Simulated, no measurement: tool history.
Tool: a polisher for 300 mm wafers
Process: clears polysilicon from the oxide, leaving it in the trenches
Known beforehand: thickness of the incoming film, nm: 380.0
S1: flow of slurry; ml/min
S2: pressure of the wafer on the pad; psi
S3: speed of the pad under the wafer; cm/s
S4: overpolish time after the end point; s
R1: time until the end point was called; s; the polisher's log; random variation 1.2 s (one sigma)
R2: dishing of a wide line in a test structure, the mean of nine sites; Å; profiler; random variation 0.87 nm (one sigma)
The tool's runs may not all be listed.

run	hour	S1	S2	S3	S4	R1	R2
1	0.0	230	1.8	124	27	34.586	533.96
2	8.0	190	1.8	124	27	33.787	525.87
3	16.7	190	1.6	124	27	37.003	515.47
4	21.1	190	1.8	124	27	34.856	512.32
5	23.4	175	1.6	112	26	42.045	516.58
6	25.0	175	1.6	112	35	40.583	517.52
7	32.0	165	1.4	110	32	47.003	519.41
8	37.7	155	1.3	108	26	51.645	515.51
9	46.2	150	1.2	108	22	54.808	491.25

Forecast run 10:
10	46.9	150	1.1	108	22	?	?

For run 10 the tool returned R1 58.846 s, R2 498.99 Å.
